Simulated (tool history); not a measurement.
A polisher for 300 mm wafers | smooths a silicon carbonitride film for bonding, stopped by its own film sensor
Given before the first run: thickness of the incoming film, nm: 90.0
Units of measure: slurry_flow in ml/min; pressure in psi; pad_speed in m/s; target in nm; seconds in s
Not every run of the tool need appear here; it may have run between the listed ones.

run 1 hour=0 | slurry_flow=220 pressure=2.7 pad_speed=0.94 slurry_solids=1 target=81 | seconds=30.952
run 2 hour=1.2 | slurry_flow=220 pressure=2.7 pad_speed=1.16 slurry_solids=1 target=81 | seconds=25.564
run 3 hour=6.4 | slurry_flow=220 pressure=2.7 pad_speed=1.16 slurry_solids=1.2 target=81 | seconds=24.233
run 4 hour=12.2 | slurry_flow=255 pressure=2.7 pad_speed=1.16 slurry_solids=1.2 target=81 | seconds=23.483
run 5 hour=18.6 | slurry_flow=250 pressure=2.4 pad_speed=1.02 slurry_solids=1.15 target=81 | seconds=29.753
run 6 hour=21.5 | slurry_flow=250 pressure=2.4 pad_speed=0.84 slurry_solids=1.15 target=81 | seconds=33.982

Estimate the outcome of run 7 from the log above:
run 7 hour=29.8 | slurry_flow=245 pressure=2.1 pad_speed=0.74 slurry_solids=1.15 target=81 | seconds=?

Logged for run 7: seconds 44.084 s.

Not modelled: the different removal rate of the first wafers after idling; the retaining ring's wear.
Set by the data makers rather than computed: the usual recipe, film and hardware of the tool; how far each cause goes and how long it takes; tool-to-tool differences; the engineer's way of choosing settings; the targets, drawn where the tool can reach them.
